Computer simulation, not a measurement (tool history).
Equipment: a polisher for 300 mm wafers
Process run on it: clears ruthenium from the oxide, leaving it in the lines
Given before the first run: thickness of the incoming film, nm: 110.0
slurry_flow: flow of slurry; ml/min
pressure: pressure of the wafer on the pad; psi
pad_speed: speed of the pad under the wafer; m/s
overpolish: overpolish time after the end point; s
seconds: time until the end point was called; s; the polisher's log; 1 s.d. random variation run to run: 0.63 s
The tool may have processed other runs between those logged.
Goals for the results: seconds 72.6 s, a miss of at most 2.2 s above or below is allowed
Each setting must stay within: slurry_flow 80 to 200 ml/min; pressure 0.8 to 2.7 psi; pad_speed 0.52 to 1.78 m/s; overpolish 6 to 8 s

run	hour	slurry_flow	pressure	pad_speed	overpolish	seconds
1	0	130	1.7	1.14	8	100.91
2	4.2	140	1.7	1.14	8	98.521
3	11.9	125	1.7	1.14	8	103.88
4	17	155	1.7	1.14	8	95.496
5	21.1	160	1.8	1.14	8	92.127
6	22.8	160	1.8	1.14	8	92.398
7	30.2	165	1.9	1.14	8	88.373
8	35.3	170	2	1.14	8	84.375
9	40.2	170	2.1	1.14	8	81.023
10	43.9	180	2.2	1.14	8	78.329

Which of these 5 next moves meets every target?
A	47.6	135	2.4	1.14	6	?
B	47.6	170	2.2	1.24	8	?
C	47.6	160	2.1	1.1	8	?
D	47.6	170	2.1	1.18	8	?
E	47.6	175	2.2	1.12	6	?

move	seconds
A	77.587
B	72.073
C	85.068
D	78.348
E	79.046
A: closes in on the targets versus the last run, not all within tolerance yet
B: every result within its allowed miss
C: misses by more than the last run did
D: about as far from the targets as the last run
E: misses by more than the last run did
Move B is the one to make.

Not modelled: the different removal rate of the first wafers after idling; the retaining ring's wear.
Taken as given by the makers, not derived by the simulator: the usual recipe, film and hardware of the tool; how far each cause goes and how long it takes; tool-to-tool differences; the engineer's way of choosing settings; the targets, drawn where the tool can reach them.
